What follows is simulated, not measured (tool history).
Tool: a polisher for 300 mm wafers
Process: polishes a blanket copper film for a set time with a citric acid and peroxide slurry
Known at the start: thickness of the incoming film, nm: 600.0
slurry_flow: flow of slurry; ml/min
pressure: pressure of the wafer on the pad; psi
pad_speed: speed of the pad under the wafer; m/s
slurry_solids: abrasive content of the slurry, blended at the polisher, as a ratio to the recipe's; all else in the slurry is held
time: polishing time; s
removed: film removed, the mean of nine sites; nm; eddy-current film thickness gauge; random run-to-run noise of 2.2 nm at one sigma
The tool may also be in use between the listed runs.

| run | hour | slurry_flow | pressure | pad_speed | slurry_solids | time | removed |
|---|---|---|---|---|---|---|---|
| 1 | 0 | 255 | 2.4 | 0.96 | 1 | 105 | 202.3 |
| 2 | 9 | 255 | 2.6 | 0.96 | 1 | 105 | 216.26 |
| 3 | 10.2 | 255 | 2.6 | 0.72 | 1 | 105 | 172.32 |
| 4 | 18.5 | 255 | 2.8 | 0.76 | 1 | 105 | 195.44 |
| 5 | 25.7 | 255 | 2.9 | 0.78 | 1 | 105 | 201.01 |
| 6 | 29.3 | 280 | 2.9 | 0.78 | 1 | 105 | 206.89 |
| 7 | 37.3 | 285 | 3 | 0.8 | 1 | 105 | 212.71 |
| 8 | 37.8 | 285 | 3.1 | 0.84 | 1 | 105 | 232.21 |
| 9 | 40.1 | 285 | 3.2 | 0.86 | 1 | 105 | 241.24 |
| 10 | 44.5 | 285 | 3.3 | 0.88 | 1 | 105 | 249.44 |
| 11 | 46.3 | 285 | 3.3 | 0.88 | 1 | 105 | 252.06 |
| 12 | 49.6 | 285 | 3.4 | 0.9 | 1 | 105 | 268.24 |
| 13 | 54 | 285 | 3.4 | 0.92 | 1 | 105 | 268.39 |
| 14 | 62.2 | 285 | 3.4 | 0.94 | 1 | 105 | 272.08 |
| 15 | 63.3 | 285 | 3.4 | 0.96 | 1 | 105 | 278.21 |
| 16 | 66.3 | 285 | 3.4 | 0.98 | 1 | 105 | 281.29 |
| 17 | 69.7 | 295 | 3.7 | 1.02 | 1 | 105 | 314.12 |

Forecast run 18:
| 18 | 71 | 295 | 3.7 | 1.04 | 1 | 105 | ? |

removed: 320.14 nm

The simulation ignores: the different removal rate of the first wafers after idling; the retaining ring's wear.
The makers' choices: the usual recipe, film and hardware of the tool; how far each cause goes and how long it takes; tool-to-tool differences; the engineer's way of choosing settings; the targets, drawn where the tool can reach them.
